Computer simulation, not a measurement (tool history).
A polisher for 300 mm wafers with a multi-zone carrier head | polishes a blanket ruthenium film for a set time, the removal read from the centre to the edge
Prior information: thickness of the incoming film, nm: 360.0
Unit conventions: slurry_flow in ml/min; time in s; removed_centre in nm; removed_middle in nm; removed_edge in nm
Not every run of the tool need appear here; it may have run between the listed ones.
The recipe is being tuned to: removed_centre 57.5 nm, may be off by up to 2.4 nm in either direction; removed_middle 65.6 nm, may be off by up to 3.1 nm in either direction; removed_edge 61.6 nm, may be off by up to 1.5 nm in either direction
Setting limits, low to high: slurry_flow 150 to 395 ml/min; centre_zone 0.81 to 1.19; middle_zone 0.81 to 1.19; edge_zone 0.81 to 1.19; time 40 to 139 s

run  hour  slurry_flow  centre_zone  middle_zone  edge_zone  time  removed_centre  removed_middle  removed_edge
  1     0          250            1            1          1    89           63.23          70.667        70.091
  2   3.6          245            1            1       0.98    89          62.331          69.984         68.69
  3   5.4          240            1            1       0.97    89          61.648          73.381        68.098
  4     6          240            1            1       0.97   111          78.543          87.632        84.619
  5   7.8          175            1            1       0.97   111          74.016          85.663        81.967
  6     9          175            1         0.99       0.96   108          72.495          81.903        79.673
  7  12.6          175            1         0.99       0.95   106          71.905          80.875        77.087
  8  19.5          175         0.99         0.98       0.94   104          68.836          76.057        75.663
  9  26.4          175         0.99         0.98       0.93   102          66.188          78.063        73.359
 10  28.5          175         0.99         0.97       0.92   101          66.457          76.559        72.288
 11  32.6          175         0.99         0.96       0.91   100           65.07          74.292        71.358
 12    39          175         0.99         0.96        0.9    99          65.286          72.602        70.969
 13  39.5          175         0.99         0.96       0.89    98           63.83          72.007        69.721
 14  46.2          175         0.99         0.96       0.88    97           64.31          70.974        68.584
 15  54.6          175         0.99         0.96       0.87    96          63.179          70.809        67.059
 16  57.6          175         0.99         0.96       0.87    95          62.068          69.754        66.947
 17  60.7          175         0.99         0.96       0.87    94          63.609          68.929        65.975
 18  61.3          175         0.99         0.96       0.87    94          62.462           70.27        65.786
 19    63          170         0.97         0.95       0.85    92          59.511          66.973        63.853

Exactly one of the 5 candidate moves below puts every result within its allowed miss. Which one?
  A  64.7          205         0.95         0.91       0.84    96               ?               ?             ?
  B  64.7          180         1.04         0.85       0.82    91               ?               ?             ?
  C  64.7          150         0.99         0.87       0.83    99               ?               ?             ?
  D  64.7          190         0.97         1.02       0.84    90               ?               ?             ?
  E  64.7          170         0.97         0.95       0.86    89               ?               ?             ?

move  removed_centre  removed_middle  removed_edge
   A          61.434          70.234          67.7
   B          62.222          61.478        62.485
   C          61.622          65.576        66.422
   D          58.034          71.524        62.774
   E          56.012          65.216        61.823
A: further off than the last run
B: the furthest-off result lands on target, but another misses its tolerance
C: further off than the last run
D: the furthest-off result lands on target, but another misses its tolerance
E: each result inside its tolerance
So the answer is move E, the one that meets all the targets.
